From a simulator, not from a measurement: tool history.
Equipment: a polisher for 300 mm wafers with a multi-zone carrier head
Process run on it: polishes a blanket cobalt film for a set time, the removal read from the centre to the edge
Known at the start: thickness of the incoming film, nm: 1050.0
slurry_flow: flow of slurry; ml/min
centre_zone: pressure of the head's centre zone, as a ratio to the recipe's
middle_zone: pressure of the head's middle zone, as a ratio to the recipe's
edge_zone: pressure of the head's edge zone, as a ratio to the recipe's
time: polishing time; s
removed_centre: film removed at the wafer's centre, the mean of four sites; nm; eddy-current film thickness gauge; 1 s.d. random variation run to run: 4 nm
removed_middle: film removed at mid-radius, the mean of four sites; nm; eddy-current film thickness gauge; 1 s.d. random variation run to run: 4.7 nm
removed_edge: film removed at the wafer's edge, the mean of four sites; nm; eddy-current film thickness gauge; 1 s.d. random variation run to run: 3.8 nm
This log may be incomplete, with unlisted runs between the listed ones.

Run 1, hour 0.0: slurry_flow 150 ml/min, centre_zone 1.00, middle_zone 1.00, edge_zone 1.00, time 52 s. Result: removed_centre 409.17 nm, removed_middle 429.97 nm, removed_edge 422.92 nm.
Run 2, hour 1.8: slurry_flow 160 ml/min, centre_zone 0.97, middle_zone 1.03, edge_zone 1.04, time 53 s. Result: removed_centre 407.93 nm, removed_middle 458.03 nm, removed_edge 444.05 nm.
Run 3, hour 7.4: slurry_flow 170 ml/min, centre_zone 0.95, middle_zone 1.05, edge_zone 1.07, time 54 s. Result: removed_centre 409.92 nm, removed_middle 467.34 nm, removed_edge 461.67 nm.
Run 4, hour 14.6: slurry_flow 170 ml/min, centre_zone 0.95, middle_zone 1.05, edge_zone 1.02, time 54 s. Result: removed_centre 408.47 nm, removed_middle 472.20 nm, removed_edge 448.70 nm.
Run 5, hour 16.9: slurry_flow 170 ml/min, centre_zone 0.95, middle_zone 1.02, edge_zone 1.02, time 54 s. Result: removed_centre 415.26 nm, removed_middle 450.71 nm, removed_edge 445.57 nm.
Run 6, hour 21.1: slurry_flow 170 ml/min, centre_zone 0.95, middle_zone 1.05, edge_zone 1.06, time 55 s. Result: removed_centre 418.71 nm, removed_middle 480.69 nm, removed_edge 475.87 nm.
Run 7, hour 27.7: slurry_flow 175 ml/min, centre_zone 0.95, middle_zone 1.08, edge_zone 1.09, time 55 s. Result: removed_centre 417.11 nm, removed_middle 482.48 nm, removed_edge 476.47 nm.

Run 8 comes next. What will it give?
Run 8, hour 31.6: slurry_flow 175 ml/min, centre_zone 0.94, middle_zone 1.10, edge_zone 1.10, time 56 s. Result: removed_centre ?, removed_middle ?, removed_edge ?.

{"run 8": {"removed_centre": 428.03, "removed_middle": 499.91, "removed_edge": 488.95}}
